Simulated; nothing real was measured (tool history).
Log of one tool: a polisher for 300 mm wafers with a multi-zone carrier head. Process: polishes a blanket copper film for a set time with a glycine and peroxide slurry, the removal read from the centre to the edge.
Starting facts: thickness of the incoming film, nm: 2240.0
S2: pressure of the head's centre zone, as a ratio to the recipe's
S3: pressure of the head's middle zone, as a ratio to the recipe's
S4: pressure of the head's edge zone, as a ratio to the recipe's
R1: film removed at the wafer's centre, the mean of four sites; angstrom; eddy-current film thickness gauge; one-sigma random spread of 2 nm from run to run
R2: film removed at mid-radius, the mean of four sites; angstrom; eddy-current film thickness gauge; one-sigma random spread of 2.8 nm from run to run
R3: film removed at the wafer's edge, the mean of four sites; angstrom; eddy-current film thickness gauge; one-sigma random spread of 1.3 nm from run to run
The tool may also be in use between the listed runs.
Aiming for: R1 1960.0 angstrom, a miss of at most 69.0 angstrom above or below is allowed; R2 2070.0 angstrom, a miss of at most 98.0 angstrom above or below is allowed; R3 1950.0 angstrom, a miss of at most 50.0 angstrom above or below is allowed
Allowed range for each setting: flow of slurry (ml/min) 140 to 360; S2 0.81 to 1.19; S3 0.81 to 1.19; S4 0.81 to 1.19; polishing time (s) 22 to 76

{"run": 1, "day": 0.0, "flow of slurry (ml/min)": 230, "S2": 1.0, "S3": 1.0, "S4": 1.0, "polishing time (s)": 49, "R1": 2973.2, "R2": 2941.2, "R3": 2987.7}
{"run": 2, "day": 0.375, "flow of slurry (ml/min)": 225, "S2": 0.99, "S3": 1.0, "S4": 0.97, "polishing time (s)": 45, "R1": 2698.1, "R2": 2643.9, "R3": 2732.9}
{"run": 3, "day": 0.488, "flow of slurry (ml/min)": 270, "S2": 0.99, "S3": 1.0, "S4": 0.97, "polishing time (s)": 45, "R1": 2733.4, "R2": 2804.3, "R3": 2779.7}
{"run": 4, "day": 0.512, "flow of slurry (ml/min)": 265, "S2": 0.99, "S3": 1.01, "S4": 0.94, "polishing time (s)": 42, "R1": 2632.0, "R2": 2580.9, "R3": 2572.7}
{"run": 5, "day": 0.542, "flow of slurry (ml/min)": 265, "S2": 0.97, "S3": 1.03, "S4": 0.92, "polishing time (s)": 40, "R1": 2443.6, "R2": 2505.0, "R3": 2430.3}
{"run": 6, "day": 0.696, "flow of slurry (ml/min)": 240, "S2": 0.97, "S3": 1.03, "S4": 0.92, "polishing time (s)": 40, "R1": 2447.9, "R2": 2496.8, "R3": 2379.8}
{"run": 7, "day": 0.933, "flow of slurry (ml/min)": 230, "S2": 0.95, "S3": 1.02, "S4": 0.9, "polishing time (s)": 39, "R1": 2254.7, "R2": 2404.2, "R3": 2298.0}
{"run": 8, "day": 1.258, "flow of slurry (ml/min)": 220, "S2": 0.95, "S3": 1.01, "S4": 0.88, "polishing time (s)": 38, "R1": 2258.6, "R2": 2262.3, "R3": 2210.9}
{"run": 9, "day": 1.425, "flow of slurry (ml/min)": 210, "S2": 0.94, "S3": 1.01, "S4": 0.86, "polishing time (s)": 37, "R1": 2124.3, "R2": 2205.8, "R3": 2126.8}
{"run": 10, "day": 1.7, "flow of slurry (ml/min)": 200, "S2": 0.94, "S3": 1.01, "S4": 0.85, "polishing time (s)": 37, "R1": 2142.8, "R2": 2244.8, "R3": 2087.6}
{"run": 11, "day": 2.0, "flow of slurry (ml/min)": 195, "S2": 0.93, "S3": 1.0, "S4": 0.84, "polishing time (s)": 37, "R1": 2091.0, "R2": 2195.3, "R3": 2068.6}
{"run": 12, "day": 2.242, "flow of slurry (ml/min)": 190, "S2": 0.93, "S3": 1.0, "S4": 0.83, "polishing time (s)": 37, "R1": 2073.4, "R2": 2196.7, "R3": 2066.2}
{"run": 13, "day": 2.567, "flow of slurry (ml/min)": 190, "S2": 0.93, "S3": 1.0, "S4": 0.83, "polishing time (s)": 37, "R1": 2108.6, "R2": 2146.9, "R3": 2077.3}
{"run": 14, "day": 2.75, "flow of slurry (ml/min)": 185, "S2": 0.93, "S3": 1.0, "S4": 0.83, "polishing time (s)": 37, "R1": 2054.5, "R2": 2155.3, "R3": 2055.3}
{"run": 15, "day": 2.842, "flow of slurry (ml/min)": 180, "S2": 0.93, "S3": 1.0, "S4": 0.83, "polishing time (s)": 37, "R1": 2057.0, "R2": 2204.0, "R3": 2055.8}
{"run": 16, "day": 3.162, "flow of slurry (ml/min)": 170, "S2": 0.93, "S3": 0.97, "S4": 0.81, "polishing time (s)": 35, "R1": 1912.5, "R2": 1951.9, "R3": 1909.2}

Which single option among these 5 for the next run brings every result within its allowed miss of target? Just one does.
{"run": "A", "day": 3.483, "flow of slurry (ml/min)": 200, "S2": 0.91, "S3": 1.01, "S4": 0.9, "polishing time (s)": 32, "R1": "?", "R2": "?", "R3": "?"}
{"run": "B", "day": 3.483, "flow of slurry (ml/min)": 150, "S2": 0.99, "S3": 0.93, "S4": 0.86, "polishing time (s)": 35, "R1": "?", "R2": "?", "R3": "?"}
{"run": "C", "day": 3.483, "flow of slurry (ml/min)": 150, "S2": 0.94, "S3": 1.02, "S4": 0.81, "polishing time (s)": 36, "R1": "?", "R2": "?", "R3": "?"}
{"run": "D", "day": 3.483, "flow of slurry (ml/min)": 140, "S2": 0.88, "S3": 0.88, "S4": 0.83, "polishing time (s)": 36, "R1": "?", "R2": "?", "R3": "?"}
{"run": "E", "day": 3.483, "flow of slurry (ml/min)": 155, "S2": 0.97, "S3": 0.83, "S4": 0.87, "polishing time (s)": 36, "R1": "?", "R2": "?", "R3": "?"}

move=A R1=1795.8 R2=1931.0 R3=1862.6
move=B R1=1940.9 R2=1862.7 R3=1925.4
move=C R1=1934.5 R2=2071.1 R3=1935.8
move=D R1=1822.0 R2=1800.4 R3=1933.3
move=E R1=1986.4 R2=1757.2 R3=2002.1
A: its largest miss is bigger than the last run's
B: its largest miss is bigger than the last run's
C: in spec on every target
D: its largest miss is bigger than the last run's
E: its largest miss is bigger than the last run's
Move C is the one to make.
